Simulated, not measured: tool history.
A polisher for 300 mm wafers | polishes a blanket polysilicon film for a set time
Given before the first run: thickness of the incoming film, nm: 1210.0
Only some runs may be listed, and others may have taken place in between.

run	hour	flow of slurry (ml/min)	pressure of the wafer on the pad (kPa)	speed of the pad under the wafer (m/s)	polishing time (s)	film removed (Å)
1	0.0	275	11.0	1.16	48	2799.7
2	6.0	270	10.3	1.16	48	2588.4
3	14.9	265	10.3	1.16	48	2580.6
4	23.4	260	10.3	1.16	48	2583.8
5	28.5	260	11.7	1.16	48	2924.4
6	35.2	260	11.7	1.16	48	2931.7
7	43.7	255	11.7	1.16	48	2902.3
8	52.4	250	11.7	1.16	48	2885.2
9	56.9	240	11.7	1.16	48	2900.9

Predict the results of run 10:
10	64.0	230	10.3	1.16	48	?

film removed (Å): 2545.8
